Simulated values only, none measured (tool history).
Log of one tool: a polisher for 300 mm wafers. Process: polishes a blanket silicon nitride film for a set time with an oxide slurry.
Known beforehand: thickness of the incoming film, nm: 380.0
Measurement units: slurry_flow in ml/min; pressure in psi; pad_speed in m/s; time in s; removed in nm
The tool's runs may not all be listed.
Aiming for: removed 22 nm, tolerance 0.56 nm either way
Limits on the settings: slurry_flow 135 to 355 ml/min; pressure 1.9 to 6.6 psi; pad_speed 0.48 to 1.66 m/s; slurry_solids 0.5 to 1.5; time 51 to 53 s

Run 1, hour 0: slurry_flow 225 ml/min, pressure 4.2 psi, pad_speed 1.06 m/s, slurry_solids 1, time 51 s. Result: removed 37.731 nm.
Run 2, hour 8.8: slurry_flow 220 ml/min, pressure 3.6 psi, pad_speed 1.06 m/s, slurry_solids 1, time 51 s. Result: removed 31.565 nm.
Run 3, hour 17.4: slurry_flow 220 ml/min, pressure 3.6 psi, pad_speed 1.06 m/s, slurry_solids 0.9, time 51 s. Result: removed 30.284 nm.
Run 4, hour 22.2: slurry_flow 220 ml/min, pressure 4.4 psi, pad_speed 1.06 m/s, slurry_solids 0.9, time 51 s. Result: removed 37.319 nm.
At hour 30: head pressure recalibrated.
Run 5, hour 30: slurry_flow 210 ml/min, pressure 3.8 psi, pad_speed 1.06 m/s, slurry_solids 0.9, time 51 s. Result: removed 30.207 nm.
Run 6, hour 33.7: slurry_flow 190 ml/min, pressure 3.6 psi, pad_speed 1.06 m/s, slurry_solids 0.9, time 51 s. Result: removed 28.438 nm.
Run 7, hour 42.3: slurry_flow 175 ml/min, pressure 3.4 psi, pad_speed 1.06 m/s, slurry_solids 0.9, time 51 s. Result: removed 26.929 nm.
Run 8, hour 51: slurry_flow 165 ml/min, pressure 3.2 psi, pad_speed 1.06 m/s, slurry_solids 0.9, time 51 s. Result: removed 24.943 nm.
Run 9, hour 51.8: slurry_flow 160 ml/min, pressure 3.1 psi, pad_speed 1.06 m/s, slurry_solids 0.9, time 51 s. Result: removed 24.294 nm.
Run 10, hour 60.8: slurry_flow 155 ml/min, pressure 3 psi, pad_speed 1.06 m/s, slurry_solids 0.9, time 51 s. Result: removed 23.421 nm.
Run 11, hour 68.3: slurry_flow 155 ml/min, pressure 3 psi, pad_speed 1.06 m/s, slurry_solids 0.9, time 51 s. Result: removed 23.574 nm.
Run 12, hour 71.9: slurry_flow 155 ml/min, pressure 3 psi, pad_speed 1.06 m/s, slurry_solids 0.9, time 51 s. Result: removed 23.41 nm.
Run 13, hour 76.9: slurry_flow 150 ml/min, pressure 2.7 psi, pad_speed 1.06 m/s, slurry_solids 0.9, time 51 s. Result: removed 21.186 nm.
Run 14, hour 79.7: slurry_flow 155 ml/min, pressure 2.7 psi, pad_speed 1.06 m/s, slurry_solids 0.9, time 51 s. Result: removed 21.207 nm.
Run 15, hour 82.8: slurry_flow 160 ml/min, pressure 2.7 psi, pad_speed 1.06 m/s, slurry_solids 0.9, time 51 s. Result: removed 21.187 nm.
Run 16, hour 89.6: slurry_flow 165 ml/min, pressure 2.7 psi, pad_speed 1.06 m/s, slurry_solids 0.9, time 51 s. Result: removed 21.067 nm.

Consider the 4 candidate settings below. Which is the only one whose results all fall within their allowed miss of target?
Run A, hour 96.4: slurry_flow 220 ml/min, pressure 2.7 psi, pad_speed 0.92 m/s, slurry_solids 0.95, time 53 s. Result: removed ?.
Run B, hour 96.4: slurry_flow 135 ml/min, pressure 2.6 psi, pad_speed 1.06 m/s, slurry_solids 0.95, time 51 s. Result: removed ?.
Run C, hour 96.4: slurry_flow 180 ml/min, pressure 2.7 psi, pad_speed 0.96 m/s, slurry_solids 1.1, time 52 s. Result: removed ?.
Run D, hour 96.4: slurry_flow 135 ml/min, pressure 2.6 psi, pad_speed 1 m/s, slurry_solids 1, time 53 s. Result: removed ?.

move  removed
   A   20.887
   B   20.581
   C   22.172
   D   20.897
A: lands further from the targets than the last run did
B: lands further from the targets than the last run did
C: hits every target within its allowed miss
D: lands further from the targets than the last run did
Answer: C
